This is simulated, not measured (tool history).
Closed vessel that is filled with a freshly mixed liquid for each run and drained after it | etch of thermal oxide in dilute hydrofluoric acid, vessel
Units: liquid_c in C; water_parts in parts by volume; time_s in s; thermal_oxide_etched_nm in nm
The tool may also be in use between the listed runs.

run 1 hour=0.0 | liquid_c=22.0 water_parts=200 time_s=3065 | thermal_oxide_etched_nm=61.832
run 2 hour=7.5 | liquid_c=21.5 water_parts=210 time_s=3065 | thermal_oxide_etched_nm=56.875
run 3 hour=8.3 | liquid_c=19.5 water_parts=210 time_s=3065 | thermal_oxide_etched_nm=53.039
run 4 hour=11.8 | liquid_c=17.5 water_parts=210 time_s=3065 | thermal_oxide_etched_nm=48.991
run 5 hour=20.3 | liquid_c=17.5 water_parts=215 time_s=3065 | thermal_oxide_etched_nm=47.747
run 6 hour=22.8 | liquid_c=17.0 water_parts=215 time_s=3065 | thermal_oxide_etched_nm=46.407
run 7 hour=30.2 | liquid_c=17.0 water_parts=220 time_s=3065 | thermal_oxide_etched_nm=45.077
run 8 hour=35.4 | liquid_c=17.0 water_parts=225 time_s=3065 | thermal_oxide_etched_nm=44.199
run 9 hour=40.4 | liquid_c=17.0 water_parts=230 time_s=3065 | thermal_oxide_etched_nm=43.021
run 10 hour=49.2 | liquid_c=17.0 water_parts=235 time_s=3065 | thermal_oxide_etched_nm=42.110

What does the tool deliver on the next run?
run 11 hour=53.2 | liquid_c=17.0 water_parts=240 time_s=3065 | thermal_oxide_etched_nm=?

{"run 11": {"thermal_oxide_etched_nm": 40.673}}
